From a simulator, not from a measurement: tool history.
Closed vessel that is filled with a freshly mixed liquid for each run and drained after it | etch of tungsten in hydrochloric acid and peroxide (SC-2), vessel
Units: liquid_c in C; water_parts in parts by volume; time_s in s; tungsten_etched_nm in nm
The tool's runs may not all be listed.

{"run": 1, "hour": 0.0, "liquid_c": 48.0, "water_parts": 5.5, "time_s": 30, "tungsten_etched_nm": 14.74}
{"run": 2, "hour": 1.5, "liquid_c": 47.0, "water_parts": 5.5, "time_s": 30, "tungsten_etched_nm": 13.773}
{"run": 3, "hour": 7.9, "liquid_c": 46.0, "water_parts": 5.5, "time_s": 30, "tungsten_etched_nm": 12.885}
{"run": 4, "hour": 9.7, "liquid_c": 49.0, "water_parts": 5.5, "time_s": 30, "tungsten_etched_nm": 15.78}
{"run": 5, "hour": 13.7, "liquid_c": 47.5, "water_parts": 5.5, "time_s": 30, "tungsten_etched_nm": 14.18}
{"run": 6, "hour": 21.3, "liquid_c": 52.0, "water_parts": 5.5, "time_s": 30, "tungsten_etched_nm": 18.954}
{"run": 7, "hour": 30.0, "liquid_c": 50.0, "water_parts": 5.5, "time_s": 30, "tungsten_etched_nm": 17.001}
{"run": 8, "hour": 34.4, "liquid_c": 48.5, "water_parts": 5.5, "time_s": 30, "tungsten_etched_nm": 15.316}
{"run": 9, "hour": 38.7, "liquid_c": 47.0, "water_parts": 5.5, "time_s": 30, "tungsten_etched_nm": 13.793}

Run 10 comes next. What will it give?
{"run": 10, "hour": 47.4, "liquid_c": 46.0, "water_parts": 5.5, "time_s": 30, "tungsten_etched_nm": "?"}

Run 10 gave tungsten_etched_nm 12.930 nm.
